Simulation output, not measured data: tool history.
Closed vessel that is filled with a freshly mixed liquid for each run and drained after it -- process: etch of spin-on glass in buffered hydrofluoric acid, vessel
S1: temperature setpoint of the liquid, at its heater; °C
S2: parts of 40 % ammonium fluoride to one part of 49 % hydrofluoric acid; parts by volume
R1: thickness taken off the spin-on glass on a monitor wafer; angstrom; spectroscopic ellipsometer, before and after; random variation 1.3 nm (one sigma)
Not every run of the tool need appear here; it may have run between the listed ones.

{"run": 1, "hour": 0.0, "S1": 21, "S2": 9, "time in the liquid (s)": 95, "R1": 2975}
{"run": 2, "hour": 8.6, "S1": 21, "S2": 9, "time in the liquid (s)": 95, "R1": 2985.6}
{"run": 3, "hour": 14.1, "S1": 21, "S2": 9, "time in the liquid (s)": 95, "R1": 3000.2}
{"run": 4, "hour": 18.4, "S1": 17.5, "S2": 9, "time in the liquid (s)": 95, "R1": 2448.2}
{"run": 5, "hour": 21.9, "S1": 18, "S2": 9, "time in the liquid (s)": 95, "R1": 2522.3}
{"run": 6, "hour": 27.5, "S1": 18.5, "S2": 9, "time in the liquid (s)": 95, "R1": 2592.2}
{"run": 7, "hour": 29.2, "S1": 19, "S2": 9, "time in the liquid (s)": 95, "R1": 2650.8}

The next listed run, before its measurement:
{"run": 8, "hour": 33.1, "S1": 19.5, "S2": 9, "time in the liquid (s)": 95, "R1": "?"}

Run 8 gave R1 2758.9 angstrom.
